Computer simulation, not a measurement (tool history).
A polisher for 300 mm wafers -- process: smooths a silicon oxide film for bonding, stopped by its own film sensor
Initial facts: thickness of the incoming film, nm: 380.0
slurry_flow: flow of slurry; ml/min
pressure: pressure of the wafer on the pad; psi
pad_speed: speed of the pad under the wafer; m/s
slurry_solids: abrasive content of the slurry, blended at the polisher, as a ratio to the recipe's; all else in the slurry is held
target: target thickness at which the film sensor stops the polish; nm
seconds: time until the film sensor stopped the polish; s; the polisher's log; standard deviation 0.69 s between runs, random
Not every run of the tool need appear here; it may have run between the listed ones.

run 1 day=0.000 | slurry_flow=175 pressure=1.6 pad_speed=0.98 slurry_solids=1.0 target=340 | seconds=59.616
run 2 day=0.042 | slurry_flow=175 pressure=1.6 pad_speed=0.78 slurry_solids=1.0 target=340 | seconds=69.029
run 3 day=0.200 | slurry_flow=205 pressure=1.6 pad_speed=0.78 slurry_solids=1.0 target=340 | seconds=65.783
run 4 day=0.292 | slurry_flow=210 pressure=1.7 pad_speed=0.78 slurry_solids=1.0 target=340 | seconds=61.721
run 5 day=0.458 | slurry_flow=210 pressure=1.9 pad_speed=0.78 slurry_solids=1.0 target=340 | seconds=55.447
run 6 day=0.625 | slurry_flow=225 pressure=1.9 pad_speed=0.78 slurry_solids=1.0 target=340 | seconds=56.061

Run 7 has not been measured yet. What should we expect?
run 7 day=0.808 | slurry_flow=225 pressure=2.0 pad_speed=0.78 slurry_solids=1.0 target=340 | seconds=?

Run 7 produced seconds 54.112 s.
